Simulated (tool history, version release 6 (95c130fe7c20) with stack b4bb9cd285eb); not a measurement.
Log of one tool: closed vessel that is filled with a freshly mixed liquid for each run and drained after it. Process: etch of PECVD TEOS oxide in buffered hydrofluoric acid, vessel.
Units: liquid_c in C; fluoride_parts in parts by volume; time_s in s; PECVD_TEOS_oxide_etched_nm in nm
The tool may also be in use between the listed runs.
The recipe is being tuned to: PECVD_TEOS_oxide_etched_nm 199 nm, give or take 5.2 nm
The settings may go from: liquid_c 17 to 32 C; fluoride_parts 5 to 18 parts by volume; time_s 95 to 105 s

run,hour,liquid_c,fluoride_parts,time_s,PECVD_TEOS_oxide_etched_nm
1,0,24,11,95,288.54
2,5.4,22,11,95,254.48
3,7.4,22,8,95,345.63
4,9.4,19,8,95,286.44
5,10.8,17,8,95,258.13
6,14.5,17,8,105,284.13
7,21.9,17,9,105,249.39
8,30,17,9,105,253.81
9,37.1,17,9.5,105,243.02
10,42.4,17,10,105,233.34
11,46,17,10.5,105,225.32
12,50.4,17,12.5,105,187.59

4 candidate next runs follow, results not yet known. Just one meets every target within its allowed miss. Identify it.
A,54.8,17,11.5,95,?
B,54.8,18.5,12.5,95,?
C,54.8,19.5,14,100,?
D,54.8,17.5,11.5,100,?

move,PECVD_TEOS_oxide_etched_nm
A,187.93
B,188.62
C,187.97
D,203.54
A: about the same distance from the targets as the last run
B: closes in on the targets versus the last run, not all within tolerance yet
C: about the same distance from the targets as the last run
D: meets every target
Answer: D

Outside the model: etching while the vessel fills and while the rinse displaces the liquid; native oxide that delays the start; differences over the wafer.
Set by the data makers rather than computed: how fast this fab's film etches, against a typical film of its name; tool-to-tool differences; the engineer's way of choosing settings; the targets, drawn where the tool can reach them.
